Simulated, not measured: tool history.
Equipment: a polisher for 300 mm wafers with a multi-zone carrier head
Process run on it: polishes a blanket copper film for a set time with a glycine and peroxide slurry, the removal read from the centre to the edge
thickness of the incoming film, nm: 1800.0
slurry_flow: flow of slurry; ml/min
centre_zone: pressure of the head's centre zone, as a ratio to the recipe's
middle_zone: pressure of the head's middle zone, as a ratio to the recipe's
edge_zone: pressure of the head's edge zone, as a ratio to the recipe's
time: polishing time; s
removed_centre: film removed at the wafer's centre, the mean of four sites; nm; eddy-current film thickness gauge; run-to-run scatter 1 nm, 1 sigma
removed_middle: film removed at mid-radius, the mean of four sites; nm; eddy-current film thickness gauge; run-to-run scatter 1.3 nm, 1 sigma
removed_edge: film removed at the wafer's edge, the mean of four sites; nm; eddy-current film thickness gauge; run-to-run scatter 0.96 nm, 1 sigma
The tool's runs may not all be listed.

run 1 day=0.000 | slurry_flow=135 centre_zone=1.00 middle_zone=1.00 edge_zone=1.00 time=39 | removed_centre=157.05 removed_middle=162.39 removed_edge=157.46
run 2 day=0.129 | slurry_flow=125 centre_zone=0.98 middle_zone=0.98 edge_zone=1.00 time=39 | removed_centre=150.21 removed_middle=155.19 removed_edge=156.40
run 3 day=0.442 | slurry_flow=125 centre_zone=0.98 middle_zone=0.98 edge_zone=1.06 time=39 | removed_centre=149.65 removed_middle=158.56 removed_edge=161.60
run 4 day=0.667 | slurry_flow=125 centre_zone=0.98 middle_zone=0.98 edge_zone=0.98 time=39 | removed_centre=152.99 removed_middle=158.36 removed_edge=153.38
run 5 day=1.021 | slurry_flow=120 centre_zone=0.96 middle_zone=0.96 edge_zone=0.99 time=39 | removed_centre=148.03 removed_middle=153.68 removed_edge=155.44
run 6 day=1.067 | slurry_flow=115 centre_zone=0.94 middle_zone=0.95 edge_zone=0.99 time=39 | removed_centre=144.51 removed_middle=151.55 removed_edge=152.68

Expected results for the next run?
run 7 day=1.150 | slurry_flow=110 centre_zone=0.92 middle_zone=0.94 edge_zone=1.00 time=39 | removed_centre=? removed_middle=? removed_edge=?

Logged for run 7: removed_centre 140.39 nm, removed_middle 149.77 nm, removed_edge 155.54 nm.

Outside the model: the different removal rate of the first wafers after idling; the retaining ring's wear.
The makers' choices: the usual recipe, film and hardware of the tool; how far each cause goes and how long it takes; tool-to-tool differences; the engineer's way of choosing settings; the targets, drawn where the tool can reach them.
